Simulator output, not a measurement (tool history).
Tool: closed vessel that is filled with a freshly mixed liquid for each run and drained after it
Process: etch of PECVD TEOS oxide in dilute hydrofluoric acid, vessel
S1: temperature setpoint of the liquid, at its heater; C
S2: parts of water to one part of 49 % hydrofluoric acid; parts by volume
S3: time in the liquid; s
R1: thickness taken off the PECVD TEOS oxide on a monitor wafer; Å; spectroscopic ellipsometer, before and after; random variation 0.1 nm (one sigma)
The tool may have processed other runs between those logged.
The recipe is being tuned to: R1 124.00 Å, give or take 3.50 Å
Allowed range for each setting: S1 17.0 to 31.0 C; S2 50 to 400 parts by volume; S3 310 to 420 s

{"run": 1, "day": 0.0, "S1": 23.0, "S2": 225, "S3": 420, "R1": 247.27}
{"run": 2, "day": 0.233, "S1": 25.0, "S2": 225, "S3": 420, "R1": 267.66}
{"run": 3, "day": 0.462, "S1": 25.0, "S2": 270, "S3": 420, "R1": 211.25}
{"run": 4, "day": 0.629, "S1": 22.5, "S2": 285, "S3": 420, "R1": 178.8}
{"run": 5, "day": 0.896, "S1": 21.0, "S2": 295, "S3": 420, "R1": 162.29}
{"run": 6, "day": 1.146, "S1": 20.0, "S2": 305, "S3": 420, "R1": 151.4}
{"run": 7, "day": 1.308, "S1": 19.0, "S2": 315, "S3": 420, "R1": 139.88}
{"run": 8, "day": 1.679, "S1": 18.5, "S2": 320, "S3": 420, "R1": 135.79}
{"run": 9, "day": 1.746, "S1": 18.0, "S2": 325, "S3": 420, "R1": 129.38}

Below are 4 possible settings for the next run. Only one of them brings all results inside the allowed miss of their targets. Which is it?
{"run": "A", "day": 1.812, "S1": 17.5, "S2": 295, "S3": 400, "R1": "?"}
{"run": "B", "day": 1.812, "S1": 17.5, "S2": 330, "S3": 395, "R1": "?"}
{"run": "C", "day": 1.812, "S1": 17.0, "S2": 270, "S3": 310, "R1": "?"}
{"run": "D", "day": 1.812, "S1": 21.5, "S2": 370, "S3": 420, "R1": "?"}

move=A R1=135.56
move=B R1=116.21
move=C R1=115.04
move=D R1=122.94
A: its largest miss is bigger than the last run's
B: the result that was furthest off in the last run now lies on the other side of its target
C: the result that was furthest off in the last run now lies on the other side of its target
D: meets every target
D meets every target.
